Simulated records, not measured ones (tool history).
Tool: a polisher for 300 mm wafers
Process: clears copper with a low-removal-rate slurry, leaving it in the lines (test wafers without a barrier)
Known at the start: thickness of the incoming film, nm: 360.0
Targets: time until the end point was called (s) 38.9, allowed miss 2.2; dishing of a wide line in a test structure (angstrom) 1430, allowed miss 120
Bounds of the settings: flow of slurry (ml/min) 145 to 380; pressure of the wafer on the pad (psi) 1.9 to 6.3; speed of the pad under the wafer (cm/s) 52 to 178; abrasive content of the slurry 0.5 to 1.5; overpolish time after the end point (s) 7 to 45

| run | hour | flow of slurry (ml/min) | pressure of the wafer on the pad (psi) | speed of the pad under the wafer (cm/s) | abrasive content of the slurry | overpolish time after the end point (s) | time until the end point was called (s) | dishing of a wide line in a test structure (angstrom) |
|---|---|---|---|---|---|---|---|---|
| 1 | 0 | 245 | 4.1 | 114 | 1 | 23 | 72.085 | 733.84 |
| 2 | 4.8 | 245 | 4.6 | 118 | 1 | 25 | 61.44 | 874.51 |
| 3 | 6.9 | 245 | 5 | 120 | 1 | 26 | 58.76 | 968.37 |
| 4 | 11.8 | 245 | 5 | 120 | 0.8 | 26 | 61.83 | 870.63 |
| 5 | 18.7 | 245 | 5 | 120 | 0.8 | 23 | 63.093 | 865.75 |
| 6 | 26.4 | 245 | 5 | 120 | 0.7 | 23 | 65.603 | 830.33 |
| 7 | 33.6 | 245 | 5.3 | 128 | 0.7 | 25 | 56.717 | 948.57 |
| 8 | 37.5 | 245 | 5.5 | 132 | 0.7 | 26 | 53.614 | 1028.8 |
| 9 | 44 | 245 | 5.7 | 138 | 0.7 | 27 | 50.463 | 1096.8 |
|  | 44.7 | slurry blender recalibrated |
| 10 | 44.7 | 245 | 5.9 | 144 | 0.7 | 28 | 42.541 | 1207.1 |
| 11 | 50.1 | 245 | 6 | 144 | 0.7 | 29 | 43.299 | 1254.8 |
| 12 | 58.2 | 245 | 6.1 | 146 | 0.7 | 30 | 41.585 | 1260.1 |

Which of these 4 next moves meets every target?
| A | 66.3 | 285 | 5.9 | 148 | 0.5 | 29 | ? | ? |
| B | 66.3 | 265 | 6.2 | 152 | 0.65 | 34 | ? | ? |
| C | 66.3 | 235 | 6.1 | 134 | 0.65 | 35 | ? | ? |
| D | 66.3 | 205 | 5.4 | 158 | 0.7 | 25 | ? | ? |

| move | time until the end point was called (s) | dishing of a wide line in a test structure (angstrom) |
|---|---|---|
| A | 46.765 | 1154.7 |
| B | 40.322 | 1351.4 |
| C | 46.853 | 1275.8 |
| D | 43.875 | 1090.9 |
A: further off than the last run
B: meets every target
C: further off than the last run
D: further off than the last run
The right move is B.
